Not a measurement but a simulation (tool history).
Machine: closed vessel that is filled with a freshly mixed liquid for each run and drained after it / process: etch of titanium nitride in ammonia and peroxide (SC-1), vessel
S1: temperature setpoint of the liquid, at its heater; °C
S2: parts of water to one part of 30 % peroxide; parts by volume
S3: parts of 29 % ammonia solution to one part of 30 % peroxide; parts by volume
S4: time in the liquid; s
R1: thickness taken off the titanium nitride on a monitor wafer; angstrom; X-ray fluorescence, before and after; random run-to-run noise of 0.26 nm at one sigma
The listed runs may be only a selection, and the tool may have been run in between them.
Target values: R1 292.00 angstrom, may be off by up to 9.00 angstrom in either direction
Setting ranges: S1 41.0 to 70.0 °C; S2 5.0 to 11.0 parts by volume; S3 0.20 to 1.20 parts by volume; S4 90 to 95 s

run	hour	S1	S2	S3	S4	R1
1	0.0	57.0	6.0	0.75	90	187.85
2	4.5	58.5	6.0	0.75	90	204.75
3	12.1	58.5	5.0	0.75	90	223.53
4	17.1	59.5	5.0	0.75	90	238.90
5	19.6	59.5	5.0	1.00	90	248.80
6	28.3	60.0	5.0	1.00	90	258.20
7	30.4	60.5	5.0	1.00	90	266.93
8	37.6	61.0	5.0	1.00	90	274.18
9	40.2	61.0	5.0	1.00	90	276.08

Exactly one of the 5 candidate moves below puts every result within its allowed miss. Which one?
A	42.8	62.5	5.5	1.05	90	?
B	42.8	60.5	5.0	1.05	90	?
C	42.8	59.0	5.5	1.20	95	?
D	42.8	62.0	5.0	1.00	95	?
E	42.8	61.5	5.5	0.95	90	?

move	R1
A	293.67
B	268.71
C	250.39
D	311.01
E	271.97
A: each result inside its tolerance
B: misses by more than the last run did
C: misses by more than the last run did
D: moves the result that the last run missed by most past its target, out the other side
E: misses by more than the last run did
The move that meets every target is A.
